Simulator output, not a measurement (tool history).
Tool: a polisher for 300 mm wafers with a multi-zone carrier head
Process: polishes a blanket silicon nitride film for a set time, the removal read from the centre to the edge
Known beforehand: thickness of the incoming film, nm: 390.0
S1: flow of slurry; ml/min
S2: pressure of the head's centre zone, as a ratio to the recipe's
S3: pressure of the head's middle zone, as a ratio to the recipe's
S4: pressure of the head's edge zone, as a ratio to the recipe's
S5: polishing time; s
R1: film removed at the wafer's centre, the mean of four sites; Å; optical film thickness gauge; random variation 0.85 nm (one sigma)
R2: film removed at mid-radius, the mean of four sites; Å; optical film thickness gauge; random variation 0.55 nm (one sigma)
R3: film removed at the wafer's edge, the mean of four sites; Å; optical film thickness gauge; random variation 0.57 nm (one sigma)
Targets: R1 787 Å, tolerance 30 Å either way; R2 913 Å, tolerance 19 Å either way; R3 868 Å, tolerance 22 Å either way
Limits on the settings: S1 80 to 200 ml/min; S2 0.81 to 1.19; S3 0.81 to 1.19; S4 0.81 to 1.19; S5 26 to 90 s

{"run": 1, "hour": 0.0, "S1": 130, "S2": 1, "S3": 1, "S4": 1, "S5": 58, "R1": 1203.7, "R2": 1190, "R3": 1168.2}
{"run": 2, "hour": 5.1, "S1": 125, "S2": 0.97, "S3": 0.99, "S4": 0.97, "S5": 56, "R1": 1103, "R2": 1131.4, "R3": 1101.3}
{"run": 3, "hour": 10.2, "S1": 125, "S2": 0.97, "S3": 0.99, "S4": 1.06, "S5": 56, "R1": 1131.9, "R2": 1135.3, "R3": 1161.8}
{"run": 4, "hour": 14.6, "S1": 125, "S2": 0.97, "S3": 0.99, "S4": 1.06, "S5": 64, "R1": 1278.4, "R2": 1282.5, "R3": 1326.7}
{"run": 5, "hour": 20.7, "S1": 120, "S2": 0.95, "S3": 0.98, "S4": 1.02, "S5": 61, "R1": 1163.2, "R2": 1191.9, "R3": 1220.9}
{"run": 6, "hour": 27.2, "S1": 120, "S2": 0.95, "S3": 0.98, "S4": 1.02, "S5": 72, "R1": 1383.7, "R2": 1427.2, "R3": 1462}
{"run": 7, "hour": 30.2, "S1": 90, "S2": 0.85, "S3": 0.97, "S4": 0.92, "S5": 56, "R1": 857.51, "R2": 1001.3, "R3": 1007.2}
{"run": 8, "hour": 37.0, "S1": 90, "S2": 0.85, "S3": 0.97, "S4": 0.92, "S5": 56, "R1": 860.24, "R2": 993.22, "R3": 997.83}

Exercise: of the 4 proposed moves below, exactly one satisfies all targets within the stated allowed misses. Which move is it?
{"run": "A", "hour": 43.8, "S1": 90, "S2": 0.85, "S3": 1.01, "S4": 0.99, "S5": 47, "R1": "?", "R2": "?", "R3": "?"}
{"run": "B", "hour": 43.8, "S1": 100, "S2": 0.87, "S3": 0.99, "S4": 0.88, "S5": 48, "R1": "?", "R2": "?", "R3": "?"}
{"run": "C", "hour": 43.8, "S1": 105, "S2": 0.81, "S3": 0.94, "S4": 0.91, "S5": 50, "R1": "?", "R2": "?", "R3": "?"}
{"run": "D", "hour": 43.8, "S1": 105, "S2": 0.84, "S3": 0.91, "S4": 0.95, "S5": 49, "R1": "?", "R2": "?", "R3": "?"}

move=A R1=729.26 R2=868.97 R3=881.06
move=B R1=795.33 R2=905.19 R3=872.85
move=C R1=784.37 R2=917.07 R3=933.57
move=D R1=797.26 R2=874.57 R3=933.78
A: puts the biggest miss on target and leaves a different result outside tolerance
B: all results in spec
C: nearer than the last run, and not there yet
D: nearer than the last run, and not there yet
B is the move that brings every result within its allowed miss.
